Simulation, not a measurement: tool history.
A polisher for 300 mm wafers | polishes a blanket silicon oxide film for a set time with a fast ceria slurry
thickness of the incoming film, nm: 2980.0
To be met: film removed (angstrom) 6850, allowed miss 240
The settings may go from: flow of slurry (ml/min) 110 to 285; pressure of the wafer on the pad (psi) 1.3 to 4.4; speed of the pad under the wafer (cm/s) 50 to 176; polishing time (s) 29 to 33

| run | hour | flow of slurry (ml/min) | pressure of the wafer on the pad (psi) | speed of the pad under the wafer (cm/s) | polishing time (s) | film removed (angstrom) |
|---|---|---|---|---|---|---|
| 1 | 0 | 180 | 2.8 | 112 | 33 | 4564.3 |
| 2 | 7.8 | 185 | 3 | 112 | 33 | 4832.9 |
| 3 | 16.3 | 185 | 3.2 | 112 | 33 | 5140.3 |
| 4 | 21.3 | 185 | 3.3 | 112 | 33 | 5266.3 |
| 5 | 29.6 | 185 | 3.4 | 112 | 33 | 5471.8 |
| 6 | 32.5 | 185 | 3.4 | 112 | 33 | 5392.8 |
| 7 | 38.1 | 185 | 3.5 | 112 | 33 | 5593.7 |
|  | 46.3 | slurry nozzle cleaned |
| 8 | 46.3 | 185 | 3.6 | 112 | 33 | 5932.6 |
| 9 | 49.3 | 185 | 3.6 | 112 | 33 | 5984.8 |

Which of these 4 next moves meets every target?
| A | 52.3 | 155 | 3.8 | 94 | 33 | ? |
| B | 52.3 | 275 | 4.4 | 92 | 30 | ? |
| C | 52.3 | 210 | 3.4 | 118 | 30 | ? |
| D | 52.3 | 195 | 4 | 116 | 33 | ? |

| move | film removed (angstrom) |
|---|---|
| A | 5249.8 |
| B | 5737.1 |
| C | 5336.1 |
| D | 6730.6 |
A: further off than the last run
B: further off than the last run
C: further off than the last run
D: meets every target
Move D is the one to make.
